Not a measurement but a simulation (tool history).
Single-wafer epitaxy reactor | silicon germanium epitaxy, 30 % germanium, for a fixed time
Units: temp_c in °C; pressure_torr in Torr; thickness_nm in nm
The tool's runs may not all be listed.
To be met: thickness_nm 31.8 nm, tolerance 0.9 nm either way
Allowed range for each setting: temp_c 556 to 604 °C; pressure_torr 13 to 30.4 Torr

run	hour	temp_c	pressure_torr	thickness_nm
1	0	580	21.7	40.739
2	2.4	577	21.6	38.75
3	4.5	575	21.5	37.185
4	8.2	573	21.4	35.909
5	12	573	24.1	38.25
6	18.2	571	24	37.198
7	20.3	569	23.9	35.732
8	29.3	569	23.9	35.638
# hour 34.1: capacitance manometer re-zeroed and calibrated
9	34.1	568	23.8	36.126
10	41.8	566	23.7	34.902
11	45.8	566	23.7	34.904
12	46.9	564	23.6	33.735
13	49.5	563	23.5	32.883

Exactly one of the 4 candidate moves below puts every result within its allowed miss. Which one?
A	52.1	562	25.4	?
B	52.1	556	27.1	?
C	52.1	569	21.5	?
D	52.1	563	24.8	?

move	thickness_nm
A	33.965
B	31.578
C	35.158
D	34.144
A: its largest miss is bigger than the last run's
B: every result within its allowed miss
C: its largest miss is bigger than the last run's
D: its largest miss is bigger than the last run's
The right move is B.
